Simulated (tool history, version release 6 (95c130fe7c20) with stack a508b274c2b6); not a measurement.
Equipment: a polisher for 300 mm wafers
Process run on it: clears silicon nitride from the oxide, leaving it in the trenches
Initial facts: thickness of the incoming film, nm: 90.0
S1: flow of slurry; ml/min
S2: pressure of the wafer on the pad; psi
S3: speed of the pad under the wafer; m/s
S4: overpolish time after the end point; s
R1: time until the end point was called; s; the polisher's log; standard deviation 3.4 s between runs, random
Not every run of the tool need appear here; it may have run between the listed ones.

run,hour,S1,S2,S3,S4,R1
1,0.0,125,2.9,0.76,40,111.870
2,4.5,125,2.9,0.92,40,94.884
3,10.5,125,2.9,0.92,43,91.243
4,18.0,125,2.7,0.92,43,98.930
5,24.6,125,2.7,0.84,43,108.660
6,30.4,145,2.7,0.84,43,107.930
7,36.3,145,2.6,0.84,43,109.630
8,40.1,145,2.5,0.84,43,112.350
9,46.3,145,2.5,0.84,43,115.330
10,49.6,145,2.4,0.84,43,119.270
11,54.2,145,2.3,0.84,43,121.940
12,61.4,145,2.2,0.84,43,128.510
13,66.2,145,2.1,0.84,43,136.500
14,69.2,145,2.0,0.84,43,134.130

Predict the results of run 15:
15,76.2,145,1.9,0.84,43,?

{"run 15": {"R1": 147.43}}

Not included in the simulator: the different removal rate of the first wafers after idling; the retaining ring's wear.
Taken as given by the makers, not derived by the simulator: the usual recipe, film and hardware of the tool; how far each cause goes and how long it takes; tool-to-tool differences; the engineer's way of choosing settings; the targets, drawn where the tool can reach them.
